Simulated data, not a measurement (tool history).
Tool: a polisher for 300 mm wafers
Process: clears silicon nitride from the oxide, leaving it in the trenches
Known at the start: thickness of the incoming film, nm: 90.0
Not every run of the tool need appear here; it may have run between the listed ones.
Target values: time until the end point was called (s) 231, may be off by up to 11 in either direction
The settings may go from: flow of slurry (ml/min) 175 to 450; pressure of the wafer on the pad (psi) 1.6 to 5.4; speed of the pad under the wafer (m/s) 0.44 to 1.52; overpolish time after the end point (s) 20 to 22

run	hour	flow of slurry (ml/min)	pressure of the wafer on the pad (psi)	speed of the pad under the wafer (m/s)	overpolish time after the end point (s)	time until the end point was called (s)
1	0	290	3.5	0.98	20	88.933
2	2.2	290	3.1	0.9	20	105.28
3	6.8	285	2.8	0.82	20	122.96
4	12.6	285	2.6	0.76	20	144.55
5	19.9	255	2.6	0.76	20	142.01
6	20.7	325	2.6	0.76	20	138.28
7	23	325	2.4	0.72	20	158.2
8	30.1	325	2.2	0.7	20	177.14
9	31	325	2.1	0.68	20	183.81
10	34.7	325	2	0.66	20	203.55
11	36.9	325	1.9	0.66	20	213.25

Which of these 4 next moves meets every target?
A	39.1	325	2.1	0.64	20	?
B	39.1	350	2.1	0.52	20	?
C	39.1	185	2.3	0.64	20	?
D	39.1	265	1.9	0.78	22	?

move	time until the end point was called (s)
A	196.84
B	228.09
C	191.61
D	189.09
A: misses by more than the last run did
B: hits every target within its allowed miss
C: misses by more than the last run did
D: misses by more than the last run did
B meets every target.

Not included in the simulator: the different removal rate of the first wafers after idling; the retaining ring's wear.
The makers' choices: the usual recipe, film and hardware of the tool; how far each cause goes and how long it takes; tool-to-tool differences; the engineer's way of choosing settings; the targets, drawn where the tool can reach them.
